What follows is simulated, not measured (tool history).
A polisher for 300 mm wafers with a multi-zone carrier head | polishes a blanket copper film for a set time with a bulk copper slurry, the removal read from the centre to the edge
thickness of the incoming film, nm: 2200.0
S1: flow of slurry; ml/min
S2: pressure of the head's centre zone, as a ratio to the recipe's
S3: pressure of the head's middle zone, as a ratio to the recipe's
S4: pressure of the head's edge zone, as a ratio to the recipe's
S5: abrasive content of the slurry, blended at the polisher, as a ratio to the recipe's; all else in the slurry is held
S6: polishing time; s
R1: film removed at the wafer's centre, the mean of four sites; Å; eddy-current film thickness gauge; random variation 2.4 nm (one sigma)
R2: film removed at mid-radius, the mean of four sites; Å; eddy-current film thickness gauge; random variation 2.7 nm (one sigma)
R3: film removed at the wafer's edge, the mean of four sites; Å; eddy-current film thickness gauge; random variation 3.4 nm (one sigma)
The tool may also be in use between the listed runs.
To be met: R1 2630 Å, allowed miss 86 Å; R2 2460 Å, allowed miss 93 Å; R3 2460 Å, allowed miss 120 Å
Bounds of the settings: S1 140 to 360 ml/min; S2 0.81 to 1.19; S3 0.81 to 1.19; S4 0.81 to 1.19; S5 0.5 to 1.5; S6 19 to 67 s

run,hour,S1,S2,S3,S4,S5,S6,R1,R2,R3
1,0,230,1,1,1,1,43,2968.6,2935.6,3010.4
2,3.9,230,1,1,1,1,39,2650.6,2653.9,2635.9
3,8,200,1,1,1,1,39,2635.7,2595.3,2609.4
4,14.8,200,1,1.06,1,1,39,2614.2,2739.2,2624.9
5,16.5,225,1,1.06,1,1,39,2646.2,2773.7,2655.3
6,22.4,255,1,1.06,1,1,39,2710,2840.1,2677
7,27.5,245,1.01,1.04,0.99,0.95,39,2705.8,2728.3,2721.4
8,28.7,235,1.02,1.03,0.98,0.95,38,2665.8,2680.6,2623.1
9,30,230,1.03,1.02,0.97,0.95,38,2666.1,2576.1,2620.2

5 next moves are on the table. One of them brings every result within its allowed miss. Which?
A,31.3,205,0.94,0.81,1.04,0.6,45,?,?,?
B,31.3,165,0.97,0.82,0.89,0.5,48,?,?,?
C,31.3,180,0.99,0.93,0.97,0.8,43,?,?,?
D,31.3,200,0.9,0.89,1,0.5,50,?,?,?
E,31.3,235,1.07,1.03,0.95,0.95,36,?,?,?

move,R1,R2,R3
A,2601.9,2310.3,2909.6
B,2668.5,2330,2726.7
C,2677.3,2532.8,2764.4
D,2683.2,2690,3075.4
E,2619.1,2481.4,2431.7
A: further off than the last run
B: further off than the last run
C: further off than the last run
D: further off than the last run
E: meets every target
The right move is E.
